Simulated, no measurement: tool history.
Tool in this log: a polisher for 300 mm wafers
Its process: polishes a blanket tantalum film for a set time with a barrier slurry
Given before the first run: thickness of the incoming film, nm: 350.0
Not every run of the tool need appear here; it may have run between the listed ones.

run	hour	flow of slurry (ml/min)	pressure of the wafer on the pad (kPa)	speed of the pad under the wafer (cm/s)	abrasive content of the slurry	polishing time (s)	film removed (Å)
1	0	190	15.9	106	1	46	843.79
2	7.5	195	17.2	106	1	46	905.02
3	10.2	195	18.6	106	1	46	956.93
4	13.9	195	18.6	132	1	46	1196.6
5	19.8	195	18.6	132	1	41	1047.4
6	26.4	155	18.6	132	1	41	1037.3

For run 7, what comes out?
7	31	160	19.3	132	1	41	?

Logged for run 7: film removed (Å) 1042.6.
